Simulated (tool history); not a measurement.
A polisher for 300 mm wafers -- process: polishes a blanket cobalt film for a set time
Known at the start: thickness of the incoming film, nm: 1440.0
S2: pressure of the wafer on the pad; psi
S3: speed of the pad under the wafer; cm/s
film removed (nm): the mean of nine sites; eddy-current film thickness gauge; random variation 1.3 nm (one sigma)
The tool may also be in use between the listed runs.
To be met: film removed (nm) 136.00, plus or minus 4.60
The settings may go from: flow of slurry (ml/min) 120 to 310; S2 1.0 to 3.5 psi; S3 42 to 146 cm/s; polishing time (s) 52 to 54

run 1 hour=0.0 | flow_of_slurry_(ml/min)=200 S2=2.2 S3=94 polishing_time_(s)=52 | film_removed_(nm)=298.26
run 2 hour=1.5 | flow_of_slurry_(ml/min)=200 S2=1.7 S3=94 polishing_time_(s)=52 | film_removed_(nm)=233.86
run 3 hour=8.9 | flow_of_slurry_(ml/min)=175 S2=1.7 S3=94 polishing_time_(s)=52 | film_removed_(nm)=227.73
run 4 hour=14.7 | flow_of_slurry_(ml/min)=145 S2=1.7 S3=94 polishing_time_(s)=52 | film_removed_(nm)=223.09
run 5 hour=21.3 | flow_of_slurry_(ml/min)=145 S2=1.5 S3=90 polishing_time_(s)=52 | film_removed_(nm)=188.97
run 6 hour=25.4 | flow_of_slurry_(ml/min)=145 S2=1.5 S3=106 polishing_time_(s)=52 | film_removed_(nm)=222.80
run 7 hour=31.4 | flow_of_slurry_(ml/min)=140 S2=1.4 S3=100 polishing_time_(s)=52 | film_removed_(nm)=194.12
run 8 hour=37.8 | flow_of_slurry_(ml/min)=135 S2=1.3 S3=96 polishing_time_(s)=52 | film_removed_(nm)=172.49
run 9 hour=46.7 | flow_of_slurry_(ml/min)=135 S2=1.2 S3=94 polishing_time_(s)=52 | film_removed_(nm)=155.06
run 10 hour=53.2 | flow_of_slurry_(ml/min)=135 S2=1.1 S3=94 polishing_time_(s)=52 | film_removed_(nm)=142.45
run 11 hour=54.3 | flow_of_slurry_(ml/min)=135 S2=1.0 S3=94 polishing_time_(s)=52 | film_removed_(nm)=129.08
run 12 hour=59.2 | flow_of_slurry_(ml/min)=145 S2=1.1 S3=94 polishing_time_(s)=52 | film_removed_(nm)=147.33

Exercise: of the 4 proposed moves below, exactly one satisfies all targets within the stated allowed misses. Which move is it?
run A hour=64.1 | flow_of_slurry_(ml/min)=160 S2=1.1 S3=94 polishing_time_(s)=52 | film_removed_(nm)=?
run B hour=64.1 | flow_of_slurry_(ml/min)=175 S2=1.6 S3=68 polishing_time_(s)=54 | film_removed_(nm)=?
run C hour=64.1 | flow_of_slurry_(ml/min)=165 S2=1.2 S3=76 polishing_time_(s)=54 | film_removed_(nm)=?
run D hour=64.1 | flow_of_slurry_(ml/min)=155 S2=1.3 S3=78 polishing_time_(s)=54 | film_removed_(nm)=?

move=A film_removed_(nm)=149.33
move=B film_removed_(nm)=164.66
move=C film_removed_(nm)=137.86
move=D film_removed_(nm)=150.71
A: the biggest miss grows against the last run
B: the biggest miss grows against the last run
C: meets every target
D: the biggest miss grows against the last run
The right move is C.

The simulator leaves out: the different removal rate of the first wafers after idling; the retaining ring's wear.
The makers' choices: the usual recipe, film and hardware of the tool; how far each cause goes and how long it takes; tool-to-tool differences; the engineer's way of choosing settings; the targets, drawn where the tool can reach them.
